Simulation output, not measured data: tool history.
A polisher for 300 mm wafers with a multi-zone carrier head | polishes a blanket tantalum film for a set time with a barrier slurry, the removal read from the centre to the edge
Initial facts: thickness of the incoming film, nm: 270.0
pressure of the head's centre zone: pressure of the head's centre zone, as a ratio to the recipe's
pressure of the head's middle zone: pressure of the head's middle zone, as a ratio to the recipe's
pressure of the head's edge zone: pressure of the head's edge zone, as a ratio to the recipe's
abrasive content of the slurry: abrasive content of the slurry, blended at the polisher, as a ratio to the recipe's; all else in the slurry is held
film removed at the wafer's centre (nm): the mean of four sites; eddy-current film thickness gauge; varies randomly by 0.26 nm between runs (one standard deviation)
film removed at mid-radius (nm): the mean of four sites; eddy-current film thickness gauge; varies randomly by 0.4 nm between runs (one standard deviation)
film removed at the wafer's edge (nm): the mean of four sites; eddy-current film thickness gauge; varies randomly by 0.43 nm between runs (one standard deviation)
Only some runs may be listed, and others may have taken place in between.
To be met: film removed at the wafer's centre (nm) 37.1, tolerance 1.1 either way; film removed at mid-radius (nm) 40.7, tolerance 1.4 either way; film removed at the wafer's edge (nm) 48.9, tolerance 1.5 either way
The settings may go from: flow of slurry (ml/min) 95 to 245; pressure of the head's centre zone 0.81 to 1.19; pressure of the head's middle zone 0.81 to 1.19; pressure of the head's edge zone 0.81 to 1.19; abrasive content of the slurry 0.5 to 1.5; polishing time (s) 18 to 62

run	hour	flow of slurry (ml/min)	pressure of the head's centre zone	pressure of the head's middle zone	pressure of the head's edge zone	abrasive content of the slurry	polishing time (s)	film removed at the wafer's centre (nm)	film removed at mid-radius (nm)	film removed at the wafer's edge (nm)
1	0	155	1	1	1	1	40	51.441	52.363	52.847
2	8.6	150	0.97	0.98	1.01	0.95	40	49.374	51.166	51.965
3	17	150	0.97	0.98	0.98	0.95	40	49.912	50.98	50.738
4	20.1	150	0.97	0.98	0.98	0.95	48	58.749	61.286	61.107
5	22	145	0.94	0.96	1.01	0.9	47	54.581	57.256	58.954
6	26.7	145	0.94	0.96	1.01	0.8	47	54.409	56.395	58.004
7	32.1	145	0.94	0.96	1.01	0.8	47	53.418	56.188	57.786
8	33.4	140	0.92	0.94	1.03	0.75	46	50.402	52.253	57.077
9	35.1	135	0.9	0.93	1.03	0.7	45	47.012	50.13	54.648
10	38.8	130	0.89	0.92	1.03	0.65	45	45.085	48.635	53.721
11	47.8	125	0.88	0.9	1.02	0.65	45	45.269	47.799	53.091
12	55.9	100	0.81	0.86	1.12	0.5	42	34.868	38.908	46.909
13	63.1	105	0.81	0.86	1.12	0.5	42	35.436	39.28	48.17

5 next moves are on the table. One of them brings every result within its allowed miss. Which?
A	70.3	100	0.87	1	1.09	0.6	38	?	?	?
B	70.3	100	0.83	0.96	1.05	0.5	41	?	?	?
C	70.3	95	0.87	0.82	1.1	0.5	43	?	?	?
D	70.3	115	0.84	0.81	1.15	0.75	38	?	?	?
E	70.3	110	0.81	0.83	1.03	0.55	43	?	?	?

move	film removed at the wafer's centre (nm)	film removed at mid-radius (nm)	film removed at the wafer's edge (nm)
A	35.392	41.632	44.721
B	35.07	41.822	45.648
C	38.138	38.142	48.791
D	36.703	37.484	49.052
E	37.243	40.3	48.988
A: moves away from the targets compared with the last run
B: moves away from the targets compared with the last run
C: corrects the largest miss of the last run, while another result sits out of spec
D: corrects the largest miss of the last run, while another result sits out of spec
E: each result inside its tolerance
So the answer is move E, the one that meets all the targets.
